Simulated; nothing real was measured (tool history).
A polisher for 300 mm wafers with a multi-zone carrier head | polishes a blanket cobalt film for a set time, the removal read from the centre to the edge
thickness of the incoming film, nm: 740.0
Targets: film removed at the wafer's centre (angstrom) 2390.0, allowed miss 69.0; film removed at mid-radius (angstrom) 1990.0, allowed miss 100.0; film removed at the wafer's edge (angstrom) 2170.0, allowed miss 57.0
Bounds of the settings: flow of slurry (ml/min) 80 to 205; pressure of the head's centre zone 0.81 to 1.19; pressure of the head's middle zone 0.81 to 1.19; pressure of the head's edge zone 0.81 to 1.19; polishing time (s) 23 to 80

run  hour  flow of slurry (ml/min)  pressure of the head's centre zone  pressure of the head's middle zone  pressure of the head's edge zone  polishing time (s)  film removed at the wafer's centre (angstrom)  film removed at mid-radius (angstrom)  film removed at the wafer's edge (angstrom)
  1   0.0                      135                                1.00                                1.00                              1.00                  51                                         1628.6                                 1613.5                                       1570.5
  2   2.2                      135                                1.00                                1.00                              1.00                  41                                         1303.9                                 1309.4                                       1285.7
  3   3.1                      145                                1.02                                0.99                              1.04                  46                                         1516.7                                 1451.6                                       1451.0
  4   5.9                      160                                1.02                                0.99                              1.04                  46                                         1541.9                                 1446.1                                       1482.9
  5  10.6                      160                                0.95                                0.99                              1.04                  46                                         1458.0                                 1485.6                                       1467.0
  6  19.0                      160                                0.95                                0.99                              1.04                  58                                         1840.9                                 1893.1                                       1871.6
  7  26.2                      165                                0.99                                0.99                              1.06                  59                                         1931.4                                 1879.4                                       1933.0
  8  31.9                      170                                1.02                                1.00                              1.07                  60                                         2007.1                                 1947.3                                       1975.1
  9  40.1                      175                                1.05                                0.99                              1.08                  61                                         2113.3                                 1968.6                                       2009.6
 10  47.5                      195                                1.13                                0.94                              1.18                  63                                         2321.9                                 1986.5                                       2186.6

Which of these 4 next moves meets every target?
  A  54.9                      195                                1.15                                0.92                              1.09                  65                                              ?                                      ?                                            ?
  B  54.9                      165                                1.05                                1.01                              1.09                  66                                              ?                                      ?                                            ?
  C  54.9                      155                                1.07                                0.98                              1.15                  65                                              ?                                      ?                                            ?
  D  54.9                      200                                1.11                                0.93                              1.19                  64                                              ?                                      ?                                            ?

move  film removed at the wafer's centre (angstrom)  film removed at mid-radius (angstrom)  film removed at the wafer's edge (angstrom)
   A                                         2440.0                                 1999.0                                       2172.1
   B                                         2270.3                                 2148.1                                       2167.7
   C                                         2242.3                                 2044.2                                       2181.1
   D                                         2352.2                                 1992.4                                       2242.4
A: meets every target
B: further off than the last run
C: further off than the last run
D: brings the result that was furthest off to its target, and leaves another outside
The right move is A.
